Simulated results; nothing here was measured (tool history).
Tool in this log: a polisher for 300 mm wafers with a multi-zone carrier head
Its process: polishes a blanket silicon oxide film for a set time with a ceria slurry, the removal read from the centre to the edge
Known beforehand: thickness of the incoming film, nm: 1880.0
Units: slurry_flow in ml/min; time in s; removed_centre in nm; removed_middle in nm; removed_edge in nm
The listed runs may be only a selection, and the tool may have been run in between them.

run	hour	slurry_flow	centre_zone	middle_zone	edge_zone	time	removed_centre	removed_middle	removed_edge
1	0	275	1	1	1	49	188.68	178.99	188.99
2	3	275	1.08	1	1	49	203.89	180.26	189.45
3	5.5	275	1.03	1	1	49	197.49	181.04	190.46
4	8.8	315	1.03	1	1	49	196.53	182.76	191.83
5	13.4	315	1.01	1	0.98	47	187.47	175.23	182.5
6	17.8	310	0.99	1	0.96	45	173.41	166.04	171.21
7	18.4	305	0.97	1	0.94	44	164.91	164.5	167.33
8	22	300	0.96	1	0.93	43	161.17	160.13	160.18
9	28	290	0.94	0.99	0.92	42	153.76	153.86	157.03
10	33.8	285	0.93	0.99	0.91	41	149.31	150.04	153.59
11	35.8	285	0.92	0.99	0.9	40	143.29	147.27	146.03
12	40.8	275	0.91	0.98	0.89	40	139.24	144.76	144.54
13	45.3	265	0.9	0.98	0.88	40	137.79	144.19	146.32
14	48.8	270	0.9	0.98	0.87	39	136.37	141.61	140.96

For run 15, what comes out?
15	54.3	230	0.84	0.97	0.81	37	?	?	?

removed_centre: 119.12 nm
removed_middle: 131.78 nm
removed_edge: 127.88 nm
